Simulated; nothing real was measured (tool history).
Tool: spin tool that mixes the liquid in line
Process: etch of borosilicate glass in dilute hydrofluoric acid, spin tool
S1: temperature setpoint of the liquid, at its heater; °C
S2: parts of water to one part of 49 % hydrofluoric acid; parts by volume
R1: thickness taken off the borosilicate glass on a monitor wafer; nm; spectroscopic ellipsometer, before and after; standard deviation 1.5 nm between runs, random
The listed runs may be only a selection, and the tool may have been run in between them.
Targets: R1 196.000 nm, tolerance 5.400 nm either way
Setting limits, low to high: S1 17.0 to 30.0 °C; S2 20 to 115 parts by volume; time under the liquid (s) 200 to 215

run 1 hour=0.0 | S1=22.0 S2=65 time_under_the_liquid_(s)=200 | R1=84.066
run 2 hour=3.1 | S1=23.5 S2=60 time_under_the_liquid_(s)=200 | R1=97.669
run 3 hour=10.8 | S1=25.0 S2=55 time_under_the_liquid_(s)=200 | R1=113.640
run 4 hour=13.8 | S1=21.5 S2=55 time_under_the_liquid_(s)=200 | R1=100.120
run 5 hour=22.0 | S1=21.5 S2=75 time_under_the_liquid_(s)=200 | R1=70.018
run 6 hour=27.1 | S1=23.0 S2=65 time_under_the_liquid_(s)=200 | R1=86.614
run 7 hour=36.0 | S1=24.5 S2=60 time_under_the_liquid_(s)=200 | R1=102.810
run 8 hour=43.1 | S1=25.5 S2=55 time_under_the_liquid_(s)=200 | R1=116.260
run 9 hour=45.4 | S1=26.5 S2=50 time_under_the_liquid_(s)=200 | R1=134.980
run 10 hour=48.9 | S1=30.0 S2=35 time_under_the_liquid_(s)=200 | R1=226.520

Which of these 4 next moves meets every target?
run A hour=52.4 | S1=26.5 S2=35 time_under_the_liquid_(s)=200 | R1=?
run B hour=52.4 | S1=28.5 S2=30 time_under_the_liquid_(s)=215 | R1=?
run C hour=52.4 | S1=29.0 S2=30 time_under_the_liquid_(s)=200 | R1=?
run D hour=52.4 | S1=25.5 S2=25 time_under_the_liquid_(s)=200 | R1=?

move=A R1=196.640
move=B R1=269.500
move=C R1=255.810
move=D R1=267.960
A: every result lands within tolerance
B: lands further from the targets than the last run did
C: lands further from the targets than the last run did
D: lands further from the targets than the last run did
Correct choice: A, which meets every target
